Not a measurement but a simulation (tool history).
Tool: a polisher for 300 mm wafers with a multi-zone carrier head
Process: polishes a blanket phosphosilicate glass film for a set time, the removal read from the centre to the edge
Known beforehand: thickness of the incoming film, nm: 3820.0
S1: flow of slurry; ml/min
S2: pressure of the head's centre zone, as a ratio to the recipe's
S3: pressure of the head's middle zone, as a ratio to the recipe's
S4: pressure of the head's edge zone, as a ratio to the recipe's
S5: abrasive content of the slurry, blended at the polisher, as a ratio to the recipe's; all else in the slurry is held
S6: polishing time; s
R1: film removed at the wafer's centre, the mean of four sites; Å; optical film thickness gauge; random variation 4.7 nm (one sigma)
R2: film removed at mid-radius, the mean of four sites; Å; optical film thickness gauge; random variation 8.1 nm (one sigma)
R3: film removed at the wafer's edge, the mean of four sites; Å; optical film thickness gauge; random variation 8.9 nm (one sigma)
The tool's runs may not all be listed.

run,day,S1,S2,S3,S4,S5,S6,R1,R2,R3
1,0.000,195,1.00,1.00,1.00,1.00,65,6339.7,6683.1,6466.4
2,0.275,190,0.97,1.03,1.01,1.00,65,6278.6,6907.8,6423.4
3,0.617,190,0.97,1.03,1.01,1.00,72,6895.1,7511.0,7170.0
4,0.929,190,0.97,1.03,1.01,1.20,72,7660.8,8278.8,7893.5
5,0.992,220,0.97,1.03,1.01,1.20,72,7971.1,8677.2,8154.1
6,1.217,200,0.93,1.04,1.00,1.15,72,7185.6,8296.6,8063.8
# day 1.312: slurry nozzle cleaned
7,1.312,190,0.92,1.06,0.99,1.10,72,7108.5,8381.1,7767.0
8,1.688,180,0.90,1.06,0.98,1.05,72,6754.7,8034.5,7340.8
9,1.788,170,0.88,1.06,0.98,1.00,72,6330.6,7661.4,7072.7

What will run 10 give?
10,1.954,160,0.86,1.07,0.97,1.00,72,?,?,?

R1: 6117.6 Å
R2: 7803.3 Å
R3: 7162.9 Å

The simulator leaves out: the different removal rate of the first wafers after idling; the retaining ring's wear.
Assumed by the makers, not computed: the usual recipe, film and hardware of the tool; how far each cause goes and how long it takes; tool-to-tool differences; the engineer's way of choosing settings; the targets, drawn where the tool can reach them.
